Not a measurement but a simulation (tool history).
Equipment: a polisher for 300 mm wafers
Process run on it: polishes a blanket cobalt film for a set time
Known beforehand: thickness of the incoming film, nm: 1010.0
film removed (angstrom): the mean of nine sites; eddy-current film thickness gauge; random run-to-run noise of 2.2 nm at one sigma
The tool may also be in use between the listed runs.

run,day,flow of slurry (ml/min),pressure of the wafer on the pad (kPa),speed of the pad under the wafer (m/s),polishing time (s),film removed (angstrom)
1,0,170,13.1,1.12,24,1125.1
2,0.025,170,14.5,1.12,24,1214.6
3,0.304,170,12.4,1.12,24,1048
4,0.629,170,13.8,1.12,24,1191.8
5,0.808,130,13.8,1.12,24,1122.1
6,1.012,130,13.8,1.12,21,971.03
7,1.367,145,15.2,1.12,21,1105.4
8,1.742,155,16.5,1.14,21,1235.5
9,1.942,165,17.2,1.16,21,1324.1

Run 10, settings as shown, results not yet in. Your forecast:
10,2.046,175,17.9,1.18,21,?

film removed (angstrom): 1415.8
